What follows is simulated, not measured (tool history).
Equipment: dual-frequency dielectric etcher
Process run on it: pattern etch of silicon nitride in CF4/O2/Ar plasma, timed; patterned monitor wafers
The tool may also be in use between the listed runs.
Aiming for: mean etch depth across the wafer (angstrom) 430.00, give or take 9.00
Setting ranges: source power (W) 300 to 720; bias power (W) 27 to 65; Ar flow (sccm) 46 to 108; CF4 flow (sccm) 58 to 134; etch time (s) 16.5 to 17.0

run,hour,source power (W),bias power (W),Ar flow (sccm),CF4 flow (sccm),etch time (s),mean etch depth across the wafer (angstrom)
1,0.0,510,46,77,96,16.5,317.66
2,7.1,540,46,77,96,16.5,324.47
3,9.9,570,47,76,97,16.5,344.86
4,11.4,590,47,76,97,16.5,351.94
5,19.8,590,47,67,97,16.5,356.33
6,26.2,590,47,67,97,17.0,367.60
7,32.1,610,47,67,97,17.0,373.47
8,36.3,630,47,67,97,17.0,384.20
9,37.5,640,47,67,97,17.0,390.28
10,42.8,650,47,67,97,17.0,393.02
11,47.7,660,47,67,97,17.0,399.22
12,55.6,670,47,67,97,17.0,396.19
13,57.9,680,48,67,97,17.0,405.91
14,58.9,690,48,67,97,17.0,409.34

Which single option among these 5 for the next run brings every result within its allowed miss of target? Just one does.
A,59.9,660,46,61,83,17.0,?
B,59.9,670,49,69,96,17.0,?
C,59.9,720,49,60,89,17.0,?
D,59.9,700,46,72,130,16.5,?
E,59.9,720,33,56,103,17.0,?

move,mean etch depth across the wafer (angstrom)
A,390.62
B,405.31
C,427.89
D,409.39
E,387.70
A: lands further from the targets than the last run did
B: lands further from the targets than the last run did
C: meets every target
D: neither nearer nor further off than the last run
E: lands further from the targets than the last run did
Move C is the one to make.
